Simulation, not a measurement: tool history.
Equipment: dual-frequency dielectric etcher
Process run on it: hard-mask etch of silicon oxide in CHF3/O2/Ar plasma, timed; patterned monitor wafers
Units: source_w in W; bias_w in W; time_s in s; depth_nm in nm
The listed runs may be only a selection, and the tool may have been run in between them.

run,hour,source_w,bias_w,time_s,depth_nm
1,0.0,530,168,16.0,28.555
2,6.9,490,160,16.0,27.731
3,13.7,450,160,16.0,27.071
4,16.8,450,185,16.0,28.303
5,17.9,450,185,16.0,27.870
6,23.7,430,174,15.5,26.259
7,27.2,410,170,15.5,25.625
8,35.1,390,168,15.5,24.766
9,39.7,380,167,15.5,24.713

Run 10 is up next; what results do you expect?
10,47.2,370,166,15.5,?

Logged for run 10: depth_nm 24.692 nm.
